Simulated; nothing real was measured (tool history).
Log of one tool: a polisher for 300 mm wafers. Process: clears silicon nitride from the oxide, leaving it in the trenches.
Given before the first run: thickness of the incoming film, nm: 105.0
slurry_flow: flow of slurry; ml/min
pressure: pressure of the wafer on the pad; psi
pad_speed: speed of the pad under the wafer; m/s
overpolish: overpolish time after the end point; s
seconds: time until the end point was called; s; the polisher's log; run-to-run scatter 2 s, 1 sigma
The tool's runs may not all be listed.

run,hour,slurry_flow,pressure,pad_speed,overpolish,seconds
1,0.0,300,3.1,0.94,44,110.37
2,6.8,300,3.1,0.76,44,137.38
3,10.9,300,2.8,0.76,44,152.13
4,14.1,350,2.8,0.76,44,147.64
5,19.2,350,2.8,0.90,44,127.29
6,26.8,350,2.5,0.88,44,143.44
7,34.3,350,2.3,0.86,44,158.96
8,40.0,345,2.1,0.86,44,173.76
9,46.6,335,2.0,0.86,44,183.43
10,52.0,320,1.9,0.86,44,193.63
11,55.3,270,1.5,0.86,44,243.27

Expected results for the next run?
12,55.9,285,1.5,0.86,44,?

{"run 12": {"seconds": 242.56}}

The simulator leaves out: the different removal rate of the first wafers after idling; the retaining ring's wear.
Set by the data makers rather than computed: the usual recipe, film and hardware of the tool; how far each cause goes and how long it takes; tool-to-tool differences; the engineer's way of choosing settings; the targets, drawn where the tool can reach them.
